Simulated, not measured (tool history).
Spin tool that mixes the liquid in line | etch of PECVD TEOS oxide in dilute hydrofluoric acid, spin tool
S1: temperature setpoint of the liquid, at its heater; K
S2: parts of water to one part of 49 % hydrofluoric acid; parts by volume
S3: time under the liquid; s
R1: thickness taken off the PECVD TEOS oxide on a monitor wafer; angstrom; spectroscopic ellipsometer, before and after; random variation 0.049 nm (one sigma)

run	hour	S1	S2	S3	R1
1	0.0	299.15	300	55	34.478
2	7.7	300.65	285	55	38.342
3	13.9	301.65	275	55	41.989
4	16.7	301.65	275	45	34.358
# hour 25.7: thermometer replaced
5	25.7	304.65	275	45	39.404
6	27.8	304.65	215	45	55.203
7	30.7	305.15	215	45	55.634

Forecast run 8:
8	35.7	305.65	215	45	?

{"run 8": {"R1": 56.274}}
